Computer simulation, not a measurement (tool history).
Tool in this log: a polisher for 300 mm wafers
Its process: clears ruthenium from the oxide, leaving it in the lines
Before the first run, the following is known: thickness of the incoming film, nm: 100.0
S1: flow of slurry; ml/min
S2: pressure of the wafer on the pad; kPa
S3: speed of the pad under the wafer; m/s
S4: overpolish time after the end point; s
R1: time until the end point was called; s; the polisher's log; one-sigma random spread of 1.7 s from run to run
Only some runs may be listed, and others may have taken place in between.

run,hour,S1,S2,S3,S4,R1
1,0.0,155,10.3,0.94,43,113.71
2,8.1,155,11.0,0.94,43,105.19
3,14.0,140,11.0,0.94,43,107.56
4,20.5,140,11.0,0.78,43,123.89
5,22.6,140,9.7,0.78,43,138.38
6,23.3,140,9.7,0.58,43,173.49
7,28.0,140,11.0,0.62,43,148.68

Run 8 has not been measured yet. What should we expect?
8,32.8,140,11.7,0.66,43,?

Run 8 produced R1 131.77 s.
